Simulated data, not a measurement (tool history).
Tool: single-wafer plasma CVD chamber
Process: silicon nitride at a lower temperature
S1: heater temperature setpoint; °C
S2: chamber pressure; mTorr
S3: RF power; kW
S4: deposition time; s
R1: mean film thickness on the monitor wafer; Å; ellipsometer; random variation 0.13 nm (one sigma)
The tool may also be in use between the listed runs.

| run | hour | S1 | S2 | S3 | S4 | R1 |
|---|---|---|---|---|---|---|
| 1 | 0.0 | 360 | 1190 | 0.355 | 32.1 | 367.76 |
| 2 | 4.1 | 360 | 1120 | 0.330 | 31.7 | 339.53 |
| 3 | 11.9 | 360 | 1050 | 0.315 | 31.5 | 320.53 |
| 4 | 13.0 | 368 | 1050 | 0.315 | 31.5 | 319.13 |
|  | 19.1 | capacitance manometer re-zeroed and calibrated |
| 5 | 19.1 | 368 | 990 | 0.310 | 31.5 | 306.51 |
| 6 | 24.8 | 368 | 960 | 0.310 | 31.5 | 304.86 |

Run 7 comes next. What will it give?
| 7 | 32.4 | 368 | 930 | 0.310 | 31.5 | ? |

Run 7 gave R1 301.51 Å.
